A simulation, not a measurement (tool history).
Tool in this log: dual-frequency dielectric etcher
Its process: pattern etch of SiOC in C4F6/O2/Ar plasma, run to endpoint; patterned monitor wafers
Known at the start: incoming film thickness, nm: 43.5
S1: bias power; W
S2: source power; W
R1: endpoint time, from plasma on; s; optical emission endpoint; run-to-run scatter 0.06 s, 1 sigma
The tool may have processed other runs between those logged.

run,hour,S1,S2,R1
1,0,527,250,16.412
2,3.5,567,250,16.083
3,9.7,605,250,15.873
4,17.7,635,260,15.394
5,22.5,564,260,15.761
6,30.1,564,280,15.061

Run 7 has not been measured yet. What should we expect?
7,34.7,575,280,?

{"run 7": {"R1": 14.975}}
